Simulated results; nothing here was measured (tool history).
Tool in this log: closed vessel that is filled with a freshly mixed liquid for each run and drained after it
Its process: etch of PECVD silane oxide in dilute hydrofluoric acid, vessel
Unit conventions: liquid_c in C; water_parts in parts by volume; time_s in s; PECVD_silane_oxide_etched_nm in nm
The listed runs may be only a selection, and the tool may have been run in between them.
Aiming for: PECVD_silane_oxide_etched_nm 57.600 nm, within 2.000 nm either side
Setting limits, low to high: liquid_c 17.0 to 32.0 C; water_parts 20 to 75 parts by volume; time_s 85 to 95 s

run,day,liquid_c,water_parts,time_s,PECVD_silane_oxide_etched_nm
1,0.000,24.0,45,85,40.998
2,0.046,25.5,45,85,43.968
3,0.238,25.5,45,95,49.025
4,0.583,26.0,45,95,50.911
5,0.821,26.0,45,85,45.143
6,1.117,27.0,45,85,46.740
7,1.342,28.0,45,85,49.034
8,1.729,28.5,45,85,49.032
9,1.933,29.0,45,85,51.227
10,2.117,29.5,45,85,52.803
11,2.200,30.0,45,85,53.047

Pick the move, out of 4, that brings all results within their allowed miss; only one does.
A,2.283,28.0,45,90,?
B,2.283,32.0,45,85,?
C,2.283,29.0,45,90,?
D,2.283,30.5,45,85,?

move,PECVD_silane_oxide_etched_nm
A,52.249
B,57.776
C,54.375
D,54.490
A: lands further from the targets than the last run did
B: meets every target
C: closer than the last run, but not yet in spec
D: closer than the last run, but not yet in spec
B is the move that brings every result within its allowed miss.

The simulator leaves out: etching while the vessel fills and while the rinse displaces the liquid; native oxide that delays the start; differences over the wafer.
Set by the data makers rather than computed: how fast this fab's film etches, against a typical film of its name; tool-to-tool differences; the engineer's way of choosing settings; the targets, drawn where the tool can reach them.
